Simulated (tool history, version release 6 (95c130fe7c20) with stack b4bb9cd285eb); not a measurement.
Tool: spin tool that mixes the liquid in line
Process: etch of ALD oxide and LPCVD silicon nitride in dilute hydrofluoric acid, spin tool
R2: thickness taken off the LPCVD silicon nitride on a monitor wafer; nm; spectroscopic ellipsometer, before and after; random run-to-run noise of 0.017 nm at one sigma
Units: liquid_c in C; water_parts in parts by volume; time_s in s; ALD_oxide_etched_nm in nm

Run 1, day 0.000: liquid_c 21.0 C, water_parts 100 parts by volume, time_s 55 s. Result: ALD_oxide_etched_nm 8.5018 nm, R2 0.24103 nm.
Run 2, day 0.212: liquid_c 20.0 C, water_parts 105 parts by volume, time_s 55 s. Result: ALD_oxide_etched_nm 7.8150 nm, R2 0.24332 nm.
Run 3, day 0.258: liquid_c 17.5 C, water_parts 105 parts by volume, time_s 55 s. Result: ALD_oxide_etched_nm 6.9790 nm, R2 0.21800 nm.
Run 4, day 0.546: liquid_c 17.5 C, water_parts 110 parts by volume, time_s 55 s. Result: ALD_oxide_etched_nm 6.5874 nm, R2 0.17073 nm.
Run 5, day 0.867: liquid_c 17.5 C, water_parts 110 parts by volume, time_s 65 s. Result: ALD_oxide_etched_nm 7.8503 nm, R2 0.25175 nm.
At day 0.996: hydrofluoric acid flow meter replaced.
Run 6, day 0.996: liquid_c 17.5 C, water_parts 110 parts by volume, time_s 40 s. Result: ALD_oxide_etched_nm 4.5602 nm, R2 0.12491 nm.
Run 7, day 1.083: liquid_c 19.5 C, water_parts 110 parts by volume, time_s 40 s. Result: ALD_oxide_etched_nm 4.9304 nm, R2 0.12741 nm.
Run 8, day 1.375: liquid_c 21.0 C, water_parts 110 parts by volume, time_s 40 s. Result: ALD_oxide_etched_nm 5.1985 nm, R2 0.14756 nm.

What will run 9 give?
Run 9, day 1.488: liquid_c 22.0 C, water_parts 110 parts by volume, time_s 40 s. Result: ALD_oxide_etched_nm ?, R2 ?.

Logged for run 9: ALD_oxide_etched_nm 5.4349 nm, R2 0.17383 nm.

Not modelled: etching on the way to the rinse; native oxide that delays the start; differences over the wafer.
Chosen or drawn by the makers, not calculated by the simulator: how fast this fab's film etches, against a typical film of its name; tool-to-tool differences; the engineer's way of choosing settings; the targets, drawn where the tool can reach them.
